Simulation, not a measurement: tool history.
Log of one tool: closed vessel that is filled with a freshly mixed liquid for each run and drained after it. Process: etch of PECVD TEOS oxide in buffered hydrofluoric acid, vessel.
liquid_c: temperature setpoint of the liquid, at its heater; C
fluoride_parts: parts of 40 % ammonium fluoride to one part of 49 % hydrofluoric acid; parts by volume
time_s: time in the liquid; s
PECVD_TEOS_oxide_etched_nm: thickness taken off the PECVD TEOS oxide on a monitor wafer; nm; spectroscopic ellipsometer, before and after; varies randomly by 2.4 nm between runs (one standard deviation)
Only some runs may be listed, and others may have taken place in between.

| run | hour | liquid_c | fluoride_parts | time_s | PECVD_TEOS_oxide_etched_nm |
|---|---|---|---|---|---|
| 1 | 0 | 24 | 8.5 | 100 | 409.26 |
| 2 | 8.5 | 26 | 8.5 | 100 | 459.63 |
| 3 | 14.2 | 23 | 9 | 100 | 369.06 |
| 4 | 22.4 | 23 | 11 | 100 | 318.62 |
| 5 | 30 | 22 | 11 | 100 | 299.52 |
| 6 | 33.2 | 21 | 11 | 100 | 279.95 |
| 7 | 34.5 | 20.5 | 11 | 100 | 270.68 |

Forecast run 8:
| 8 | 38.6 | 20 | 11 | 100 | ? |

PECVD_TEOS_oxide_etched_nm: 268.68 nm

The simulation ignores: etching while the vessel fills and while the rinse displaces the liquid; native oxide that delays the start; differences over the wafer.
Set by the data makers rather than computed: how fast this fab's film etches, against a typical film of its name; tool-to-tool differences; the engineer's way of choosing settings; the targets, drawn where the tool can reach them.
